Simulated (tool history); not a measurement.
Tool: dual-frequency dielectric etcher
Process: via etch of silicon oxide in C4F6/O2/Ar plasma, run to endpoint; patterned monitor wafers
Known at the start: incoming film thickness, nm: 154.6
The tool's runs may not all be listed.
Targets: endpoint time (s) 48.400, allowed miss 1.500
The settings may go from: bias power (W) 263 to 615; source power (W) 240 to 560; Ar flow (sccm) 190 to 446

run,hour,bias power (W),source power (W),Ar flow (sccm),endpoint time (s)
1,0.0,439,400,318,37.412
2,8.5,439,360,318,38.562
3,15.5,439,360,357,38.941
4,19.5,439,360,307,38.091
5,26.9,439,360,329,38.092
6,27.6,398,360,329,40.467
7,30.5,382,350,331,41.529
# hour 35.7: wet clean of the chamber
8,35.7,368,340,332,44.449

5 next moves are on the table. One of them brings every result within its allowed miss. Which?
A,40.9,343,350,339,?
B,40.9,289,300,343,?
C,40.9,371,340,243,?
D,40.9,402,360,341,?
E,40.9,322,270,297,?

move,endpoint time (s)
A,45.188
B,50.942
C,41.196
D,41.631
E,48.065
A: nearer than the last run, and not there yet
B: takes the result that was furthest off past its target
C: further off than the last run
D: further off than the last run
E: meets every target
Answer: E

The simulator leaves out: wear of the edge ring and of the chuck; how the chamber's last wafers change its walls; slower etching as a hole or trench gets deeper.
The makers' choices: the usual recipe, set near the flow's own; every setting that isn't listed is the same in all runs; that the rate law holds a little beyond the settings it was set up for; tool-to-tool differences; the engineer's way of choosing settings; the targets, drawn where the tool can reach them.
